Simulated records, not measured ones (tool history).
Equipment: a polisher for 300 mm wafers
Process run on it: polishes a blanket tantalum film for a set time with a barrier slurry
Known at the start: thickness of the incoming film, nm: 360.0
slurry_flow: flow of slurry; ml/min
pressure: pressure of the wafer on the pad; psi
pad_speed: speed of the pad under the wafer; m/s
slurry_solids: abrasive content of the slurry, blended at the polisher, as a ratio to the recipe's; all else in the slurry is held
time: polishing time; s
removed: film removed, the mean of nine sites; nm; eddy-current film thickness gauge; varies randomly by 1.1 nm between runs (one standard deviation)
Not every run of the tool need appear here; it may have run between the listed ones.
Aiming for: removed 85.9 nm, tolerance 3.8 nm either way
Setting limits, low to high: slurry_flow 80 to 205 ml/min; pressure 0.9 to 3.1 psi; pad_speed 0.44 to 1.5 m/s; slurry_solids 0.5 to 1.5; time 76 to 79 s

Run 1, day 0: slurry_flow 135 ml/min, pressure 2 psi, pad_speed 0.96 m/s, slurry_solids 1, time 76 s. Result: removed 124.63 nm.
Run 2, day 0.079: slurry_flow 135 ml/min, pressure 2 psi, pad_speed 0.96 m/s, slurry_solids 0.85, time 76 s. Result: removed 125.2 nm.
Run 3, day 0.138: slurry_flow 135 ml/min, pressure 1.9 psi, pad_speed 0.96 m/s, slurry_solids 0.85, time 76 s. Result: removed 118.46 nm.
Run 4, day 0.325: slurry_flow 135 ml/min, pressure 2.2 psi, pad_speed 0.96 m/s, slurry_solids 0.85, time 76 s. Result: removed 131.9 nm.
Run 5, day 0.675: slurry_flow 135 ml/min, pressure 1.8 psi, pad_speed 0.96 m/s, slurry_solids 0.85, time 76 s. Result: removed 113.61 nm.
Run 6, day 0.771: slurry_flow 135 ml/min, pressure 1.7 psi, pad_speed 0.96 m/s, slurry_solids 0.85, time 76 s. Result: removed 109.41 nm.
Run 7, day 0.817: slurry_flow 135 ml/min, pressure 1.6 psi, pad_speed 0.96 m/s, slurry_solids 0.85, time 76 s. Result: removed 103.61 nm.
Run 8, day 1.129: slurry_flow 135 ml/min, pressure 1.5 psi, pad_speed 0.96 m/s, slurry_solids 0.85, time 76 s. Result: removed 99.229 nm.
Run 9, day 1.425: slurry_flow 135 ml/min, pressure 1.4 psi, pad_speed 0.96 m/s, slurry_solids 0.85, time 76 s. Result: removed 94.946 nm.

5 candidate next runs follow, results not yet known. Just one meets every target within its allowed miss. Identify it.
Run A, day 1.721: slurry_flow 110 ml/min, pressure 1.6 psi, pad_speed 0.94 m/s, slurry_solids 0.9, time 79 s. Result: removed ?.
Run B, day 1.721: slurry_flow 145 ml/min, pressure 1 psi, pad_speed 1.12 m/s, slurry_solids 0.9, time 79 s. Result: removed ?.
Run C, day 1.721: slurry_flow 160 ml/min, pressure 2 psi, pad_speed 0.72 m/s, slurry_solids 1, time 76 s. Result: removed ?.
Run D, day 1.721: slurry_flow 150 ml/min, pressure 1.4 psi, pad_speed 0.96 m/s, slurry_solids 0.9, time 76 s. Result: removed ?.
Run E, day 1.721: slurry_flow 170 ml/min, pressure 1.4 psi, pad_speed 0.82 m/s, slurry_solids 0.65, time 79 s. Result: removed ?.

move  removed
   A   101.55
   B   94.755
   C   98.099
   D    97.54
   E   83.348
A: the biggest miss grows against the last run
B: neither nearer nor further off than the last run
C: the biggest miss grows against the last run
D: the biggest miss grows against the last run
E: all results land within tolerance of their targets
Correct choice: E, which meets every target
